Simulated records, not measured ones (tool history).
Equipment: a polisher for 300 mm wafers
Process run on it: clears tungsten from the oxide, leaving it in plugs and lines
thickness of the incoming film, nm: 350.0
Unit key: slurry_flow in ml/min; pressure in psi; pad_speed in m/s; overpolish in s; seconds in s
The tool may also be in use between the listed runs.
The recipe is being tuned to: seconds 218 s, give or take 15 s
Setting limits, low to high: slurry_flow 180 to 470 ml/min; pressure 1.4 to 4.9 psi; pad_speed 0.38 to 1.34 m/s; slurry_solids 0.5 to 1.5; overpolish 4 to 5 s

{"run": 1, "hour": 0.0, "slurry_flow": 300, "pressure": 3.1, "pad_speed": 0.86, "slurry_solids": 1, "overpolish": 5, "seconds": 127.34}
{"run": 2, "hour": 6.4, "slurry_flow": 300, "pressure": 3.1, "pad_speed": 0.86, "slurry_solids": 1, "overpolish": 5, "seconds": 122.93}
{"run": 3, "hour": 9.4, "slurry_flow": 300, "pressure": 3.1, "pad_speed": 0.86, "slurry_solids": 0.8, "overpolish": 5, "seconds": 138.54}
{"run": 4, "hour": 15.7, "slurry_flow": 300, "pressure": 3.1, "pad_speed": 0.86, "slurry_solids": 0.6, "overpolish": 5, "seconds": 147.47}
{"run": 5, "hour": 18.8, "slurry_flow": 300, "pressure": 2.9, "pad_speed": 0.86, "slurry_solids": 0.6, "overpolish": 5, "seconds": 160.04}
{"run": 6, "hour": 23.7, "slurry_flow": 300, "pressure": 2.9, "pad_speed": 0.86, "slurry_solids": 0.6, "overpolish": 4, "seconds": 157.83}
{"run": 7, "hour": 25.1, "slurry_flow": 300, "pressure": 2.8, "pad_speed": 0.86, "slurry_solids": 0.6, "overpolish": 4, "seconds": 168.9}
{"run": 8, "hour": 26.9, "slurry_flow": 300, "pressure": 2.7, "pad_speed": 0.86, "slurry_solids": 0.6, "overpolish": 4, "seconds": 164.34}
{"run": 9, "hour": 35.4, "slurry_flow": 300, "pressure": 2.5, "pad_speed": 0.84, "slurry_solids": 0.6, "overpolish": 4, "seconds": 197.08}
{"run": 10, "hour": 39.3, "slurry_flow": 300, "pressure": 2.4, "pad_speed": 0.84, "slurry_solids": 0.6, "overpolish": 4, "seconds": 199.61}

Pick the move, out of 4, that brings all results within their allowed miss; only one does.
{"run": "A", "hour": 43.2, "slurry_flow": 275, "pressure": 3.2, "pad_speed": 0.72, "slurry_solids": 0.5, "overpolish": 4, "seconds": "?"}
{"run": "B", "hour": 43.2, "slurry_flow": 290, "pressure": 2.4, "pad_speed": 0.88, "slurry_solids": 0.6, "overpolish": 4, "seconds": "?"}
{"run": "C", "hour": 43.2, "slurry_flow": 185, "pressure": 2.3, "pad_speed": 0.94, "slurry_solids": 0.65, "overpolish": 5, "seconds": "?"}
{"run": "D", "hour": 43.2, "slurry_flow": 265, "pressure": 2.1, "pad_speed": 0.88, "slurry_solids": 0.5, "overpolish": 4, "seconds": "?"}

move=A seconds=178.54
move=B seconds=191.21
move=C seconds=190.78
move=D seconds=219.34
A: its largest miss is bigger than the last run's
B: its largest miss is bigger than the last run's
C: its largest miss is bigger than the last run's
D: all results land within tolerance of their targets
Go with D: it meets all targets.

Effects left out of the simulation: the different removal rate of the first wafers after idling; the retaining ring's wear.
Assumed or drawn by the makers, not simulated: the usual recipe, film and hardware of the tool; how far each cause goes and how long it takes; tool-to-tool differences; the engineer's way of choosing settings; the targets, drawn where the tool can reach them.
